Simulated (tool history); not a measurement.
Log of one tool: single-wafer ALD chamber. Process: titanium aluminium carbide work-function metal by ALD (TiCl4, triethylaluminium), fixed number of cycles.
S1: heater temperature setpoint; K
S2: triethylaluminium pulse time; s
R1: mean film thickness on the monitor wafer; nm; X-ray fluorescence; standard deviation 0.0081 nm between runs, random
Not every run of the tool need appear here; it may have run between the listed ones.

run 1 hour=0 | S1=598.15 S2=12.74 | R1=2.2454
run 2 hour=8.6 | S1=592.15 S2=12.74 | R1=2.1897
run 3 hour=16.9 | S1=592.15 S2=15.4 | R1=2.1954
run 4 hour=22.6 | S1=597.15 S2=15.4 | R1=2.2323
run 5 hour=24.9 | S1=597.15 S2=17.57 | R1=2.2406
run 6 hour=25.4 | S1=587.15 S2=17.57 | R1=2.1514
run 7 hour=27.1 | S1=592.15 S2=17.69 | R1=2.202
run 8 hour=30.1 | S1=596.15 S2=17.87 | R1=2.2427
run 9 hour=33.2 | S1=599.15 S2=18.03 | R1=2.2727
run 10 hour=41.1 | S1=601.15 S2=18.15 | R1=2.2867
run 11 hour=48.1 | S1=603.15 S2=18.25 | R1=2.3095
run 12 hour=53.1 | S1=605.15 S2=18.33 | R1=2.324
run 13 hour=61.1 | S1=605.15 S2=18.33 | R1=2.3178

Run 14 has not been measured yet. What should we expect?
run 14 hour=66 | S1=605.15 S2=18.33 | R1=?

{"run 14": {"R1": 2.313}}

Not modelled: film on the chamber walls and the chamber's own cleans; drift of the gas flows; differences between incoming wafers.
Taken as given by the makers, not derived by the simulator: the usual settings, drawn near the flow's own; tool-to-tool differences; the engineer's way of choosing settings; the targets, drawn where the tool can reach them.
